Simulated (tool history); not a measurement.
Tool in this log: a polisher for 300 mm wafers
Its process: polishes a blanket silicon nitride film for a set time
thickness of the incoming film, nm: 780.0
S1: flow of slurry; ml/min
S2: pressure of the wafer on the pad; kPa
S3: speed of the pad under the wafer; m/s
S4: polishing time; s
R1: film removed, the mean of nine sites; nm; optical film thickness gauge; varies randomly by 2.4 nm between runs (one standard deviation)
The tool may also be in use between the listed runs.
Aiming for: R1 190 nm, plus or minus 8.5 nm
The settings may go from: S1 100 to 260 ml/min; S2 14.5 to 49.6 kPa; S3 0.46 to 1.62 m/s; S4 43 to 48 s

run	hour	S1	S2	S3	S4	R1
1	0	165	31.7	1.04	48	120.02
2	6.7	145	31.7	1.04	48	119.45
3	15.5	145	36.5	1.06	48	140.19
4	23.3	145	36.5	1.06	48	140.41
5	27.7	145	40	1.06	48	152.9
6	31.4	145	40	1.06	48	151.16
7	32	145	42.7	1.06	48	165.88
8	33.2	145	44.1	1.06	48	171.33

Which one of the following 5 next-run settings gets every result inside its allowed miss? There is exactly one.
A	34.4	210	44.1	1.34	48	?
B	34.4	165	44.1	1.22	48	?
C	34.4	135	48.3	1.3	48	?
D	34.4	170	48.3	1.26	46	?
E	34.4	120	48.3	1.38	48	?

move	R1
A	206.51
B	187.01
C	207.26
D	201.1
E	212.12
A: takes the biggest miss from the last run beyond its target
B: every result lands within tolerance
C: takes the biggest miss from the last run beyond its target
D: takes the biggest miss from the last run beyond its target
E: takes the biggest miss from the last run beyond its target
Correct choice: B, which meets every target

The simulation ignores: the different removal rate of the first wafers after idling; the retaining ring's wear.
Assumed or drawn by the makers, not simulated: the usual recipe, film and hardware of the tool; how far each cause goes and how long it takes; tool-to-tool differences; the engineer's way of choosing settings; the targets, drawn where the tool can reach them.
